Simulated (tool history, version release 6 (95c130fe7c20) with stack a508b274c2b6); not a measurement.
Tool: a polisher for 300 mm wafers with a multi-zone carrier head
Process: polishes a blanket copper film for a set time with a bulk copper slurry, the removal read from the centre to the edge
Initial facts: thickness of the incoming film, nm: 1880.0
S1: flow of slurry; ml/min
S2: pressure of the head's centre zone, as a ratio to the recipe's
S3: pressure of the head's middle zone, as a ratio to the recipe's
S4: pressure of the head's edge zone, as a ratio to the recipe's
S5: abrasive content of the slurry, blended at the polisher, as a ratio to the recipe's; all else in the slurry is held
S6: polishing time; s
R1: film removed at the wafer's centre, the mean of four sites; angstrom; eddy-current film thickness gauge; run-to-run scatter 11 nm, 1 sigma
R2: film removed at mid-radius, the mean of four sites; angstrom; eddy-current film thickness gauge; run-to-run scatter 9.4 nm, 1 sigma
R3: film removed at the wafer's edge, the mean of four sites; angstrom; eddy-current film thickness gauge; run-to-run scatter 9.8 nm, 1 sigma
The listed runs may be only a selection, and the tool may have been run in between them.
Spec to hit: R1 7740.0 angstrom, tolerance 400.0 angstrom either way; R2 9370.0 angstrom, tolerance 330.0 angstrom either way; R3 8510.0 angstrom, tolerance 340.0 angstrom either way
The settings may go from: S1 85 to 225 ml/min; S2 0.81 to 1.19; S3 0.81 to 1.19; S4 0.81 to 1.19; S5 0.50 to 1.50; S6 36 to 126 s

run	hour	S1	S2	S3	S4	S5	S6	R1	R2	R3
1	0.0	145	1.00	1.00	1.00	1.00	81	5719.1	5957.9	6122.9
2	0.5	145	0.94	1.00	1.00	1.00	81	5238.1	5962.0	6217.6
3	3.1	150	0.95	1.02	1.01	1.05	82	5401.8	6196.6	6463.3
4	7.3	150	0.95	1.02	1.01	1.05	75	5101.6	5826.1	5876.2
5	9.4	155	0.96	1.04	1.02	1.10	77	5470.6	6194.7	6158.6
6	15.9	160	0.96	1.05	1.03	1.15	78	5625.6	6491.4	6489.5
7	20.0	165	0.97	1.07	1.04	1.20	79	6139.4	6719.2	6764.1
8	26.7	170	0.96	1.08	1.03	1.25	80	6035.9	6981.7	6893.6
9	30.1	175	0.96	1.09	1.03	1.30	81	6266.7	7318.3	7078.5
10	33.7	180	0.96	1.10	1.04	1.30	82	6493.2	7555.8	7321.8
11	35.9	185	0.96	1.11	1.04	1.30	82	6277.4	7607.2	7199.6
12	37.5	185	0.96	1.12	1.05	1.30	83	6334.0	7752.6	7316.0
13	42.2	185	0.96	1.13	1.05	1.30	84	6759.3	8149.9	7503.4
14	46.8	185	0.96	1.14	1.06	1.30	84	6649.8	8001.1	7640.4
# hour 49.4: slurry nozzle cleaned
15	49.4	190	0.96	1.15	1.06	1.30	84	7498.8	9166.4	8186.5
16	57.1	195	0.96	1.15	1.08	1.30	84	7495.9	8972.4	8249.2

4 candidate next runs follow, results not yet known. Just one meets every target within its allowed miss. Identify it.
A	64.8	165	0.88	1.13	0.99	1.35	88	?	?	?
B	64.8	195	0.90	1.07	0.93	1.30	94	?	?	?
C	64.8	225	1.03	1.19	1.10	1.20	80	?	?	?
D	64.8	190	1.05	1.00	1.16	1.35	85	?	?	?

move	R1	R2	R3
A	7068.5	9070.9	8268.8
B	7872.5	9396.9	8657.5
C	7668.0	8716.9	7906.8
D	8368.6	8073.1	8809.9
A: the worst result of the last run now meets its target, but another is out of spec
B: every result within its allowed miss
C: the biggest miss grows against the last run
D: the biggest miss grows against the last run
Correct choice: B, which meets every target
